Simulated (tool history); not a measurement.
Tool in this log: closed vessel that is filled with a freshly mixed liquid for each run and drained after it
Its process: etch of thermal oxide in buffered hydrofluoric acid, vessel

run  hour  temperature setpoint of the liquid (K)  parts of 40 % ammonium fluoride to one part of 49 % hydrofluoric acid (parts by volume)  time in the liquid (s)  thickness taken off the thermal oxide on a monitor wafer (Å)
  1   0.0                                  294.15                                                                                     16.0                     100                                                        737.94
  2   7.8                                  294.15                                                                                     19.5                     100                                                        622.77
  3  15.4                                  296.15                                                                                     19.0                     100                                                        696.99
  4  21.0                                  296.15                                                                                     19.0                     100                                                        699.62
  5  26.3                                  297.65                                                                                     19.0                     100                                                        758.18
  6  29.9                                  297.65                                                                                     19.0                     105                                                        790.25

Run 7 comes next. What will it give?
  7  38.8                                  298.65                                                                                     18.5                     105                                                             ?

{"run 7": {"thickness taken off the thermal oxide on a monitor wafer (Å)": 870.4}}
